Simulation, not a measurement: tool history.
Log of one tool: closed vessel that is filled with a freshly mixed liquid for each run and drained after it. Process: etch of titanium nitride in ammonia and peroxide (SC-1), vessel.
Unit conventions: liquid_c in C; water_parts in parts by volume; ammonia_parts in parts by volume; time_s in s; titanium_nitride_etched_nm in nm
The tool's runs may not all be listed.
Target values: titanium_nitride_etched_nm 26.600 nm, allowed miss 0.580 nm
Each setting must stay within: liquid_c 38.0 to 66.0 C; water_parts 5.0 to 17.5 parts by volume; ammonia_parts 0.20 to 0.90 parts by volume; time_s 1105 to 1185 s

{"run": 1, "hour": 0.0, "liquid_c": 50.0, "water_parts": 9.5, "ammonia_parts": 0.5, "time_s": 1105, "titanium_nitride_etched_nm": 71.642}
{"run": 2, "hour": 3.7, "liquid_c": 50.0, "water_parts": 9.5, "ammonia_parts": 0.5, "time_s": 1185, "titanium_nitride_etched_nm": 75.824}
{"run": 3, "hour": 7.1, "liquid_c": 47.0, "water_parts": 10.5, "ammonia_parts": 0.5, "time_s": 1185, "titanium_nitride_etched_nm": 58.981}
{"run": 4, "hour": 9.2, "liquid_c": 50.0, "water_parts": 10.5, "ammonia_parts": 0.5, "time_s": 1185, "titanium_nitride_etched_nm": 72.455}
{"run": 5, "hour": 14.8, "liquid_c": 50.0, "water_parts": 10.5, "ammonia_parts": 0.35, "time_s": 1185, "titanium_nitride_etched_nm": 68.463}
{"run": 6, "hour": 21.9, "liquid_c": 50.0, "water_parts": 10.5, "ammonia_parts": 0.5, "time_s": 1185, "titanium_nitride_etched_nm": 72.572}
{"run": 7, "hour": 30.6, "liquid_c": 42.0, "water_parts": 14.0, "ammonia_parts": 0.5, "time_s": 1185, "titanium_nitride_etched_nm": 35.154}
{"run": 8, "hour": 38.2, "liquid_c": 41.0, "water_parts": 14.0, "ammonia_parts": 0.5, "time_s": 1185, "titanium_nitride_etched_nm": 32.932}
{"run": 9, "hour": 40.7, "liquid_c": 41.0, "water_parts": 14.0, "ammonia_parts": 0.5, "time_s": 1185, "titanium_nitride_etched_nm": 32.921}
{"run": 10, "hour": 45.9, "liquid_c": 40.0, "water_parts": 14.0, "ammonia_parts": 0.5, "time_s": 1185, "titanium_nitride_etched_nm": 30.416}
{"run": 11, "hour": 46.8, "liquid_c": 40.0, "water_parts": 14.0, "ammonia_parts": 0.5, "time_s": 1185, "titanium_nitride_etched_nm": 30.308}
{"run": 12, "hour": 55.2, "liquid_c": 39.5, "water_parts": 14.0, "ammonia_parts": 0.5, "time_s": 1185, "titanium_nitride_etched_nm": 29.366}
{"run": 13, "hour": 64.2, "liquid_c": 39.0, "water_parts": 14.0, "ammonia_parts": 0.5, "time_s": 1185, "titanium_nitride_etched_nm": 28.284}
{"run": 14, "hour": 67.8, "liquid_c": 38.5, "water_parts": 14.0, "ammonia_parts": 0.5, "time_s": 1185, "titanium_nitride_etched_nm": 27.212}

Next run, 5 choices. One meets every target within its allowed miss, the rest don't. Which?
{"run": "A", "hour": 71.4, "liquid_c": 38.0, "water_parts": 10.5, "ammonia_parts": 0.5, "time_s": 1105, "titanium_nitride_etched_nm": "?"}
{"run": "B", "hour": 71.4, "liquid_c": 39.0, "water_parts": 14.5, "ammonia_parts": 0.4, "time_s": 1185, "titanium_nitride_etched_nm": "?"}
{"run": "C", "hour": 71.4, "liquid_c": 39.0, "water_parts": 14.5, "ammonia_parts": 0.55, "time_s": 1185, "titanium_nitride_etched_nm": "?"}
{"run": "D", "hour": 71.4, "liquid_c": 39.0, "water_parts": 14.0, "ammonia_parts": 0.75, "time_s": 1135, "titanium_nitride_etched_nm": "?"}
{"run": "E", "hour": 71.4, "liquid_c": 39.5, "water_parts": 14.0, "ammonia_parts": 0.4, "time_s": 1175, "titanium_nitride_etched_nm": "?"}

move=A titanium_nitride_etched_nm=28.553
move=B titanium_nitride_etched_nm=26.629
move=C titanium_nitride_etched_nm=28.238
move=D titanium_nitride_etched_nm=29.130
move=E titanium_nitride_etched_nm=27.939
A: the biggest miss grows against the last run
B: all results land within tolerance of their targets
C: the biggest miss grows against the last run
D: the biggest miss grows against the last run
E: the biggest miss grows against the last run
Answer: B
